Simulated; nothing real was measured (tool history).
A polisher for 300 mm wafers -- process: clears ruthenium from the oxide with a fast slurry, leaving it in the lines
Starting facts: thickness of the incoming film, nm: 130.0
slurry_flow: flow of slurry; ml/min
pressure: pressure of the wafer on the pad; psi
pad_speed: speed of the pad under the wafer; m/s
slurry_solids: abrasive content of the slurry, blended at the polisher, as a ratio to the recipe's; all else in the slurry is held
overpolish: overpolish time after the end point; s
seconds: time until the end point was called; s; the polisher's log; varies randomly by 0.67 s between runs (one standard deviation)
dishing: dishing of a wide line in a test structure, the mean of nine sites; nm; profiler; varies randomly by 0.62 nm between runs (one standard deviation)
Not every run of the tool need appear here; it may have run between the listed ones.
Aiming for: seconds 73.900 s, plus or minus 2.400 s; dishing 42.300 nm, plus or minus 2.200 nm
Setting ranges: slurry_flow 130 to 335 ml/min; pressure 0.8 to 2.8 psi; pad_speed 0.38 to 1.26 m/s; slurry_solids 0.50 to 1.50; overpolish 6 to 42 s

run 1 hour=0.0 | slurry_flow=215 pressure=1.8 pad_speed=0.82 slurry_solids=1.00 overpolish=21 | seconds=53.653 dishing=43.395
run 2 hour=4.0 | slurry_flow=210 pressure=1.7 pad_speed=0.82 slurry_solids=1.00 overpolish=22 | seconds=56.931 dishing=43.940
run 3 hour=9.1 | slurry_flow=205 pressure=1.6 pad_speed=0.82 slurry_solids=1.00 overpolish=23 | seconds=60.202 dishing=41.942
run 4 hour=11.9 | slurry_flow=205 pressure=1.6 pad_speed=0.82 slurry_solids=0.85 overpolish=23 | seconds=68.883 dishing=37.598
run 5 hour=17.5 | slurry_flow=200 pressure=1.6 pad_speed=0.82 slurry_solids=0.85 overpolish=24 | seconds=68.824 dishing=39.369
run 6 hour=20.6 | slurry_flow=200 pressure=1.3 pad_speed=0.82 slurry_solids=0.85 overpolish=24 | seconds=85.275 dishing=32.320
run 7 hour=22.1 | slurry_flow=205 pressure=1.3 pad_speed=0.82 slurry_solids=0.85 overpolish=25 | seconds=84.703 dishing=33.343
run 8 hour=27.9 | slurry_flow=205 pressure=1.3 pad_speed=0.82 slurry_solids=0.85 overpolish=26 | seconds=83.726 dishing=35.117
run 9 hour=32.2 | slurry_flow=210 pressure=1.3 pad_speed=0.82 slurry_solids=0.85 overpolish=26 | seconds=84.217 dishing=34.724
run 10 hour=36.1 | slurry_flow=215 pressure=1.4 pad_speed=0.82 slurry_solids=0.85 overpolish=27 | seconds=77.797 dishing=38.381
run 11 hour=37.6 | slurry_flow=235 pressure=1.5 pad_speed=0.82 slurry_solids=0.85 overpolish=29 | seconds=72.059 dishing=45.007

Exercise: of the 5 proposed moves below, exactly one satisfies all targets within the stated allowed misses. Which move is it?
run A hour=39.1 | slurry_flow=235 pressure=1.7 pad_speed=0.64 slurry_solids=0.90 overpolish=27 | seconds=? dishing=?
run B hour=39.1 | slurry_flow=260 pressure=1.4 pad_speed=1.02 slurry_solids=0.75 overpolish=25 | seconds=? dishing=?
run C hour=39.1 | slurry_flow=270 pressure=1.9 pad_speed=0.64 slurry_solids=0.75 overpolish=28 | seconds=? dishing=?
run D hour=39.1 | slurry_flow=235 pressure=1.3 pad_speed=0.90 slurry_solids=0.90 overpolish=25 | seconds=? dishing=?
run E hour=39.1 | slurry_flow=235 pressure=1.4 pad_speed=1.04 slurry_solids=0.85 overpolish=25 | seconds=? dishing=?

move=A seconds=69.896 dishing=42.787
move=B seconds=74.350 dishing=37.650
move=C seconds=72.766 dishing=42.635
move=D seconds=74.251 dishing=37.697
move=E seconds=66.069 dishing=41.984
A: meets the target for the result that was furthest off, but another lies outside its allowed miss
B: moves the result that the last run missed by most past its target, out the other side
C: every result within its allowed miss
D: moves the result that the last run missed by most past its target, out the other side
E: meets the target for the result that was furthest off, but another lies outside its allowed miss
The move that meets every target is C.

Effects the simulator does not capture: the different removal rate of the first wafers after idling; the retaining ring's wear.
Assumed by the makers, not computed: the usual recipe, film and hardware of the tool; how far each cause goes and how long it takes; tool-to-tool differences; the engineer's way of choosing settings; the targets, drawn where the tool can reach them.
